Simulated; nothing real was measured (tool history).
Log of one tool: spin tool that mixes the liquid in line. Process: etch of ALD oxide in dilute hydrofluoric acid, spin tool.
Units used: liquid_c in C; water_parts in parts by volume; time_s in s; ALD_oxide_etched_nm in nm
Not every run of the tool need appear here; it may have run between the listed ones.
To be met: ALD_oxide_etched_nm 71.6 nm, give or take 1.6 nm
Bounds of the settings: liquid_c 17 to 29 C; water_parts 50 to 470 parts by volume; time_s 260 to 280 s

run	hour	liquid_c	water_parts	time_s	ALD_oxide_etched_nm
1	0	21	260	260	18.378
2	6.1	23	205	265	27.261
3	8.1	24.5	165	265	37.037
4	15.6	24.5	165	280	39.17
5	21.4	26.5	165	280	42.33
6	25.6	27	145	280	50.299
7	26.3	27.5	130	280	58.283
8	28	28	125	280	62.359
9	33.3	28.5	120	280	66.21

Pick the move, out of 5, that brings all results within their allowed miss; only one does.
A	38.6	27.5	105	270	?
B	38.6	26	105	275	?
C	38.6	26.5	110	280	?
D	38.6	28.5	115	260	?
E	38.6	28.5	115	270	?

move	ALD_oxide_etched_nm
A	71.392
B	68.635
C	67.572
D	64.333
E	66.807
A: each result inside its tolerance
B: closes in on the targets versus the last run, not all within tolerance yet
C: closes in on the targets versus the last run, not all within tolerance yet
D: the biggest miss grows against the last run
E: closes in on the targets versus the last run, not all within tolerance yet
Go with A: it meets all targets.
